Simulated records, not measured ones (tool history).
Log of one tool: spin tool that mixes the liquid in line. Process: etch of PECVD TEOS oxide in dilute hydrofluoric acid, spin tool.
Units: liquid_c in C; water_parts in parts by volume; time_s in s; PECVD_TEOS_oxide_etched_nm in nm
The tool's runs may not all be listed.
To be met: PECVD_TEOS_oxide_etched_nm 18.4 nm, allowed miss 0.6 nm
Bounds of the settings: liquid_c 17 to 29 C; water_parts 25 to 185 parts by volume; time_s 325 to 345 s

run	hour	liquid_c	water_parts	time_s	PECVD_TEOS_oxide_etched_nm
1	0	21	105	325	26.123
2	4.1	21	105	325	25.97
3	9.4	20.5	105	325	25.836
4	12.1	20	110	325	24.175
5	19.3	23.5	110	325	27.229
# hour 24.7: hydrofluoric acid flow meter replaced
6	24.7	23	110	325	24.464
7	25.9	23	115	325	23.425
8	29	22.5	115	325	22.802
9	35.6	18.5	115	325	19.716

Which of these 4 next moves meets every target?
A	42.2	17.5	125	345	?
B	42.2	17	105	330	?
C	42.2	18.5	110	340	?
D	42.2	19.5	105	325	?

move	PECVD_TEOS_oxide_etched_nm
A	18.241
B	20.763
C	21.625
D	22.689
A: meets every target
B: further off than the last run
C: further off than the last run
D: further off than the last run
The right move is A.
